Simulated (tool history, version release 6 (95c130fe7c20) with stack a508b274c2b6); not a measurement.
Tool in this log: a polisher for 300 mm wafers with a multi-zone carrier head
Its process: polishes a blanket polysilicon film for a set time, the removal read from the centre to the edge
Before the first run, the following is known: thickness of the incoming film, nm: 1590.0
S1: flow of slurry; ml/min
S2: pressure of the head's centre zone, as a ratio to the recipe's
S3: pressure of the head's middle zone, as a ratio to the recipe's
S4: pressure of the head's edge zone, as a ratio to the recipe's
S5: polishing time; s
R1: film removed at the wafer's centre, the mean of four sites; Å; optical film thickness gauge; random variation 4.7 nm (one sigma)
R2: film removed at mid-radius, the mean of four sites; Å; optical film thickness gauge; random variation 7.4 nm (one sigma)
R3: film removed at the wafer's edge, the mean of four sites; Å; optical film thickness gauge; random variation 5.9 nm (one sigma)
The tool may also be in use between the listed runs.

run 1 hour=0 | S1=305 S2=1 S3=1 S4=1 S5=75 | R1=5073.9 R2=5038.4 R3=5147.8
run 2 hour=0.7 | S1=305 S2=1.05 S3=1 S4=1 S5=75 | R1=5294.4 R2=5072.5 R3=5211.1
run 3 hour=4.6 | S1=350 S2=1.05 S3=1 S4=1 S5=75 | R1=5367.8 R2=5158.3 R3=5143.9
run 4 hour=6.8 | S1=290 S2=1.05 S3=1 S4=1 S5=75 | R1=5258.7 R2=5132.8 R3=5098.8
run 5 hour=12.2 | S1=290 S2=1.05 S3=1 S4=0.96 S5=75 | R1=5248.2 R2=5072.8 R3=5003.1
run 6 hour=17 | S1=290 S2=1.05 S3=1.08 S4=0.96 S5=75 | R1=5338.7 R2=5363 R3=4985.3
run 7 hour=19.4 | S1=295 S2=1.08 S3=1.04 S4=1 S5=79 | R1=5734.3 R2=5490.1 R3=5397.8
run 8 hour=28 | S1=300 S2=1.1 S3=1.02 S4=1.03 S5=82 | R1=6101.5 R2=5561.6 R3=5722.5
run 9 hour=32 | S1=300 S2=1.11 S3=1.02 S4=1.06 S5=85 | R1=6390.8 R2=5838.8 R3=6097.3

Run 10, settings as shown, results not yet in. Your forecast:
run 10 hour=35.6 | S1=355 S2=1.19 S3=0.95 S4=1.16 S5=94 | R1=? R2=? R3=?

{"run 10": {"R1": 7613.1, "R2": 6311.1, "R3": 7075.3}}

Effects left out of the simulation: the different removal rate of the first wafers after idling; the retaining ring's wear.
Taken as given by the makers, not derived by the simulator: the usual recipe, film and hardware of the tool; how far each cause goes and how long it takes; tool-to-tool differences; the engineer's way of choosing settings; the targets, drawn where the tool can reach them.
